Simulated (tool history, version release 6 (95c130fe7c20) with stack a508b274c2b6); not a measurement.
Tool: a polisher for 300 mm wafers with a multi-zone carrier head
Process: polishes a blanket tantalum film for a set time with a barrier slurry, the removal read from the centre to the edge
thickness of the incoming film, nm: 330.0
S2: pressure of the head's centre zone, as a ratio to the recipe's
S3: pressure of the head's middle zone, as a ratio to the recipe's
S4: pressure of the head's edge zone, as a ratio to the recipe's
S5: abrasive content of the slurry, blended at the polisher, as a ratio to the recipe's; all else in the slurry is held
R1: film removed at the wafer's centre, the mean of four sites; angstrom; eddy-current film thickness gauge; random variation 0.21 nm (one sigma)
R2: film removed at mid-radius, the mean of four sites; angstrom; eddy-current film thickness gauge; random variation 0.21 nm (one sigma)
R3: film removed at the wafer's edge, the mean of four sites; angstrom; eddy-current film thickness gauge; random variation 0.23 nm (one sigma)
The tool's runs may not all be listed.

Run 1, hour 0: flow of slurry (ml/min) 265, S2 1, S3 1, S4 1, S5 1, polishing time (s) 43. Result: R1 376 angstrom, R2 367.01 angstrom, R3 372.04 angstrom.
Run 2, hour 4.2: flow of slurry (ml/min) 255, S2 1.01, S3 0.94, S4 0.98, S5 0.85, polishing time (s) 40. Result: R1 321.76 angstrom, R2 288.55 angstrom, R3 323.94 angstrom.
Run 3, hour 10.2: flow of slurry (ml/min) 255, S2 1.01, S3 0.94, S4 0.9, S5 0.85, polishing time (s) 40. Result: R1 316.71 angstrom, R2 289.45 angstrom, R3 309.78 angstrom.
Run 4, hour 15.5: flow of slurry (ml/min) 255, S2 1.01, S3 0.94, S4 0.86, S5 0.85, polishing time (s) 40. Result: R1 319.54 angstrom, R2 296.44 angstrom, R3 299.63 angstrom.
Run 5, hour 16.4: flow of slurry (ml/min) 250, S2 1.02, S3 0.9, S4 0.85, S5 0.75, polishing time (s) 40. Result: R1 298.84 angstrom, R2 261.91 angstrom, R3 274.79 angstrom.
Run 6, hour 20.9: flow of slurry (ml/min) 250, S2 1.08, S3 0.9, S4 0.85, S5 0.75, polishing time (s) 40. Result: R1 315.16 angstrom, R2 260.49 angstrom, R3 280.14 angstrom.
Run 7, hour 26: flow of slurry (ml/min) 235, S2 1.06, S3 0.87, S4 0.85, S5 0.7, polishing time (s) 40. Result: R1 292.82 angstrom, R2 239.4 angstrom, R3 261.05 angstrom.
Run 8, hour 29.9: flow of slurry (ml/min) 215, S2 1.05, S3 0.86, S4 0.87, S5 0.7, polishing time (s) 40. Result: R1 284.94 angstrom, R2 234.14 angstrom, R3 264.06 angstrom.
At hour 33.4: slurry nozzle cleaned.
Run 9, hour 33.4: flow of slurry (ml/min) 200, S2 1.05, S3 0.85, S4 0.87, S5 0.7, polishing time (s) 40. Result: R1 295.38 angstrom, R2 234.29 angstrom, R3 267.72 angstrom.
Run 10, hour 37: flow of slurry (ml/min) 200, S2 1.03, S3 0.84, S4 0.87, S5 0.7, polishing time (s) 40. Result: R1 286.89 angstrom, R2 236.41 angstrom, R3 271.56 angstrom.
Run 11, hour 40.1: flow of slurry (ml/min) 200, S2 1.03, S3 0.84, S4 0.87, S5 0.7, polishing time (s) 40. Result: R1 287.54 angstrom, R2 232.97 angstrom, R3 267.03 angstrom.

Run 12 comes next. What will it give?
Run 12, hour 48.8: flow of slurry (ml/min) 200, S2 1.02, S3 0.83, S4 0.87, S5 0.7, polishing time (s) 40. Result: R1 ?, R2 ?, R3 ?.

R1: 290.27 angstrom
R2: 235.37 angstrom
R3: 268.44 angstrom
